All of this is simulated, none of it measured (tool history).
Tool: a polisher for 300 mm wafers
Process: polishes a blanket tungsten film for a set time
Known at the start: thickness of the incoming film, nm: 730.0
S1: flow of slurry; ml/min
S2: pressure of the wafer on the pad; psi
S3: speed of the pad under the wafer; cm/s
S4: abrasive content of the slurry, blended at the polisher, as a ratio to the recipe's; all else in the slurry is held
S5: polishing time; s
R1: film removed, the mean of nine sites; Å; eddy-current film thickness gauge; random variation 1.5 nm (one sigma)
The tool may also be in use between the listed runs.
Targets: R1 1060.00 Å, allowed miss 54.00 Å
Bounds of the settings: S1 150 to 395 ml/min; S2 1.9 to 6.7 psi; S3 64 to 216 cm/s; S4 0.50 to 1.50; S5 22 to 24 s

run	hour	S1	S2	S3	S4	S5	R1
1	0.0	250	4.3	140	1.00	24	2186.50
2	7.7	250	4.3	140	1.00	24	2181.70
3	14.4	250	5.2	140	1.00	24	2612.10
4	18.9	250	4.5	140	1.00	24	2351.50
5	23.7	250	4.5	126	1.00	24	2120.80
6	27.4	250	5.2	126	1.00	24	2438.90
7	28.9	250	4.8	122	1.00	24	2119.00
8	32.3	250	4.4	120	1.00	24	1989.90
9	37.2	250	4.1	116	1.00	24	1797.10
10	39.5	250	3.8	114	1.00	24	1620.20
11	47.9	250	3.6	114	1.00	24	1529.00
12	53.9	250	3.4	114	1.00	24	1451.40
13	62.5	250	2.2	110	1.00	24	919.81
14	67.8	250	2.3	110	1.00	24	968.58
15	71.3	250	2.3	110	1.00	24	942.27

Which of these 5 next moves meets every target?
A	74.8	260	1.9	138	1.05	22	?
B	74.8	250	2.6	106	1.20	23	?
C	74.8	255	2.2	106	1.10	22	?
D	74.8	265	2.5	102	1.05	22	?
E	74.8	220	1.9	118	1.05	23	?

move	R1
A	930.26
B	1046.10
C	836.25
D	901.79
E	820.84
A: further off than the last run
B: meets every target
C: further off than the last run
D: further off than the last run
E: further off than the last run
The right move is B.
